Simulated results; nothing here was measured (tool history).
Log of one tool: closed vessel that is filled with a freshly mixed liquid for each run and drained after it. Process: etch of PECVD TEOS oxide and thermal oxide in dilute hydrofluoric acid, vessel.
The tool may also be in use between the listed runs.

run	hour	temperature setpoint of the liquid (°C)	parts of water to one part of 49 % hydrofluoric acid (parts by volume)	time in the liquid (s)	thickness taken off the PECVD TEOS oxide on a monitor wafer (angstrom)	thickness taken off the thermal oxide on a monitor wafer (angstrom)
1	0.0	21.0	275	235	91.026	31.543
2	6.9	21.0	275	290	112.190	38.388
3	14.4	21.0	275	200	76.560	26.605
4	18.1	21.0	225	200	99.701	34.771
5	22.1	22.5	225	200	105.830	36.127
6	27.4	22.5	225	245	127.370	43.626
7	28.9	23.0	220	245	133.260	46.089
8	34.6	23.5	220	245	135.940	47.183

Forecast run 9:
9	41.7	24.0	220	245	?	?

{"run 9": {"thickness taken off the PECVD TEOS oxide on a monitor wafer (angstrom)": 139.75, "thickness taken off the thermal oxide on a monitor wafer (angstrom)": 48.17}}

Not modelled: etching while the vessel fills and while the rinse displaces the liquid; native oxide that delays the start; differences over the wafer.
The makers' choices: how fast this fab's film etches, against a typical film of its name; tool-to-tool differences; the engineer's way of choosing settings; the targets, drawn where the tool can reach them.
